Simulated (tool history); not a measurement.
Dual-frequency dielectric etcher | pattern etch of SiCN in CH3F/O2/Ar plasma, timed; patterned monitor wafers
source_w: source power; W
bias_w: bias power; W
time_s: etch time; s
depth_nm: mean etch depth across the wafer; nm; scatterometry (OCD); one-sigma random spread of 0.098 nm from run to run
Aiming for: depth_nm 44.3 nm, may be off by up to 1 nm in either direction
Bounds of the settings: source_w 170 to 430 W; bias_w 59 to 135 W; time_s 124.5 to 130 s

run  hour  source_w  bias_w  time_s  depth_nm
  1     0       300      97   124.5     48.58
  2   3.9       300     114   124.5    50.598
  3     7       300     114   124.5    50.664
  4   8.6       300     114   124.5    50.604
  5  14.6       250     114   124.5     47.72
  6    20       250     114   124.5    47.704
  7  27.2       240     113   124.5    46.914
  8  32.6       220     111   124.5    45.328

Next run, 4 choices. One meets every target within its allowed miss, the rest don't. Which?
  A    38       170     105   126.5         ?
  B    38       190     110   128.5         ?
  C    38       230      99     130         ?
  D    38       220     111     129         ?

move  depth_nm
   A    42.079
   B    44.768
   C    46.791
   D    47.157
A: takes the result that was furthest off past its target
B: every result within its allowed miss
C: the biggest miss grows against the last run
D: the biggest miss grows against the last run
Go with B: it meets all targets.
